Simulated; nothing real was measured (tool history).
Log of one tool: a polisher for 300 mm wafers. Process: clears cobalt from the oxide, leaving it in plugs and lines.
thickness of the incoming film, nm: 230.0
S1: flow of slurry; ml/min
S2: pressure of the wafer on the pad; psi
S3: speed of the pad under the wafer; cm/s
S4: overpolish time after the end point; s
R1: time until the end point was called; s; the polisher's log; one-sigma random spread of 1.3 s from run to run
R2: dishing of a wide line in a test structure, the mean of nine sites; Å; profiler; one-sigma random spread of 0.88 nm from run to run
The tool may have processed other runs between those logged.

run	day	S1	S2	S3	S4	R1	R2
1	0.000	235	1.9	80	30	61.477	594.43
2	0.229	235	1.9	64	30	76.351	561.18
3	0.554	230	1.9	66	26	75.186	531.08
4	0.679	230	1.9	66	15	74.914	386.79
5	0.988	230	1.9	56	15	86.063	351.53
6	1.217	230	1.9	64	15	73.254	377.20
7	1.346	230	2.0	64	16	71.999	430.00
8	1.708	230	2.1	68	11	65.581	354.22
9	1.825	230	2.1	68	12	63.715	362.57
10	1.962	230	1.9	68	26	75.583	530.97
11	2.162	240	1.9	68	25	73.719	520.21
12	2.217	235	1.9	68	24	72.260	511.82
13	2.329	230	1.9	68	23	74.194	494.22
14	2.588	235	1.9	68	22	74.148	495.90
15	2.825	170	2.2	70	9	64.332	286.33

Run 16 comes next. What will it give?
16	3.088	180	2.2	70	10	?	?

Run 16 produced R1 65.063 s, R2 327.98 Å.
